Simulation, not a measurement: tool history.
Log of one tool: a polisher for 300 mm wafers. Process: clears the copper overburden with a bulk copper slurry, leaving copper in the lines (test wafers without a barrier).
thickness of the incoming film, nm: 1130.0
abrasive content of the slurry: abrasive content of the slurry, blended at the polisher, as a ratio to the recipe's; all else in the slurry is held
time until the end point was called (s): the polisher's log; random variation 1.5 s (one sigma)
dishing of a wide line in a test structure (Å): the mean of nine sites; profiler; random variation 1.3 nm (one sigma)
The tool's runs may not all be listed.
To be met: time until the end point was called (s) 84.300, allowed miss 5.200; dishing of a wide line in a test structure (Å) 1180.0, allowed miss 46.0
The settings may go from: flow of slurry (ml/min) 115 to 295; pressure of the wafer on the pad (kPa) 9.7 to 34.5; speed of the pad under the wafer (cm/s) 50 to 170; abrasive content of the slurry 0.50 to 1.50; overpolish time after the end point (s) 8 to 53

run	hour	flow of slurry (ml/min)	pressure of the wafer on the pad (kPa)	speed of the pad under the wafer (cm/s)	abrasive content of the slurry	overpolish time after the end point (s)	time until the end point was called (s)	dishing of a wide line in a test structure (Å)
1	0.0	190	22.1	110	1.00	27	126.950	1148.0
2	3.3	190	22.1	110	1.00	38	119.840	1327.4
3	7.4	215	22.1	110	1.00	38	120.640	1351.8
4	14.4	260	22.1	110	1.00	38	122.070	1358.9
5	16.2	260	23.4	114	1.00	32	108.330	1337.5
6	18.3	285	23.4	114	1.00	32	108.800	1336.2
7	19.2	285	27.6	126	1.00	19	87.721	1249.7
# hour 22.9: head pressure recalibrated
8	22.9	285	27.6	126	1.00	18	75.921	1291.0
9	30.2	285	26.9	126	1.00	18	74.670	1291.7

4 next moves are on the table. One of them brings every result within its allowed miss. Which?
A	37.5	250	27.6	126	0.85	18	?	?
B	37.5	275	23.4	134	1.00	18	?	?
C	37.5	290	28.3	138	1.00	18	?	?
D	37.5	280	28.3	146	1.10	15	?	?

move	time until the end point was called (s)	dishing of a wide line in a test structure (Å)
A	81.744	1253.5
B	85.009	1192.8
C	68.486	1375.3
D	63.233	1308.4
A: nearer than the last run, and not there yet
B: meets every target
C: further off than the last run
D: further off than the last run
Move B is the one to make.

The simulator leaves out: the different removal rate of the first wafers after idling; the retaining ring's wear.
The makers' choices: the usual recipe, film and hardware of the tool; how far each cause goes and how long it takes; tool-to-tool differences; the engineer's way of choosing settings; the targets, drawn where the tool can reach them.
